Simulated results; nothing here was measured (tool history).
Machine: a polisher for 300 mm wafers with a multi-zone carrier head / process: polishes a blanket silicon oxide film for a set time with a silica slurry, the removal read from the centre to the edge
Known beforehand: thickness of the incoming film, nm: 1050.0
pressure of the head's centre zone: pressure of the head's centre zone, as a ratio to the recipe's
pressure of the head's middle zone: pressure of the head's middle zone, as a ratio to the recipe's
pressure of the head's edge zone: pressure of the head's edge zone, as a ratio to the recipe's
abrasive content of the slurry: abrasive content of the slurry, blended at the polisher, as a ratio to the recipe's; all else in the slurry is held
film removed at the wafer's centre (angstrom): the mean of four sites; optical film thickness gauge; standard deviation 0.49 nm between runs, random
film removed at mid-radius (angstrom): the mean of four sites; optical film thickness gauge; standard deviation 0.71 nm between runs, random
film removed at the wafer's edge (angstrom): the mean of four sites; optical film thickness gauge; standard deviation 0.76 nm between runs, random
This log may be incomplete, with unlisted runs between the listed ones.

run,hour,flow of slurry (ml/min),pressure of the head's centre zone,pressure of the head's middle zone,pressure of the head's edge zone,abrasive content of the slurry,polishing time (s),film removed at the wafer's centre (angstrom),film removed at mid-radius (angstrom),film removed at the wafer's edge (angstrom)
1,0,290,1,1,1,1,44,964.16,973.02,921.77
2,7.1,290,1,1,1,0.85,44,900.31,907.93,877.74
3,11.1,290,1,1.08,1,0.85,44,893.49,971.08,877.8
4,16.8,290,1,1.04,0.97,0.8,44,878.48,905.08,865.51
5,24.6,290,1,1.04,0.97,0.8,40,801.17,821.71,780.32
6,33.5,290,1,1.02,0.95,0.75,40,784.63,795.02,762.07

What will run 7 give?
7,41.2,285,1,1,0.94,0.75,40,?,?,?

Run 7 produced film removed at the wafer's centre (angstrom) 790.68, film removed at mid-radius (angstrom) 789.59, film removed at the wafer's edge (angstrom) 738.35.

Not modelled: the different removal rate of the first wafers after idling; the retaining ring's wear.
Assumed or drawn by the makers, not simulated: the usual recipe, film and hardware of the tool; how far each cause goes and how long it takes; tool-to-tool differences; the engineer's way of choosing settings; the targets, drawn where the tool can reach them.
